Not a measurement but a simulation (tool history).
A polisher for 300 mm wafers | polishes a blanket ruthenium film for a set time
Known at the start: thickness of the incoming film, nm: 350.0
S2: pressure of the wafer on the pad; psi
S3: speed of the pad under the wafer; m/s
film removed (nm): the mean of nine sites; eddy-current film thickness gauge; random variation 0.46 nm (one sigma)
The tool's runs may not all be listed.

Run 1, hour 0: flow of slurry (ml/min) 195, S2 1.5 psi, S3 0.96 m/s, polishing time (s) 101. Result: film removed (nm) 73.43.
Run 2, hour 1.4: flow of slurry (ml/min) 195, S2 1.5 psi, S3 0.96 m/s, polishing time (s) 106. Result: film removed (nm) 76.727.
Run 3, hour 2.7: flow of slurry (ml/min) 195, S2 1.5 psi, S3 1.1 m/s, polishing time (s) 106. Result: film removed (nm) 86.934.
Run 4, hour 4.1: flow of slurry (ml/min) 230, S2 1.5 psi, S3 1.1 m/s, polishing time (s) 106. Result: film removed (nm) 89.029.
Run 5, hour 5.2: flow of slurry (ml/min) 230, S2 1.6 psi, S3 1.1 m/s, polishing time (s) 106. Result: film removed (nm) 93.282.
Run 6, hour 6.7: flow of slurry (ml/min) 230, S2 1.6 psi, S3 0.88 m/s, polishing time (s) 106. Result: film removed (nm) 74.687.

Forecast run 7:
Run 7, hour 11.1: flow of slurry (ml/min) 230, S2 1.4 psi, S3 0.88 m/s, polishing time (s) 106. Result: film removed (nm) ?.

{"run 7": {"film removed (nm)": 68.556}}

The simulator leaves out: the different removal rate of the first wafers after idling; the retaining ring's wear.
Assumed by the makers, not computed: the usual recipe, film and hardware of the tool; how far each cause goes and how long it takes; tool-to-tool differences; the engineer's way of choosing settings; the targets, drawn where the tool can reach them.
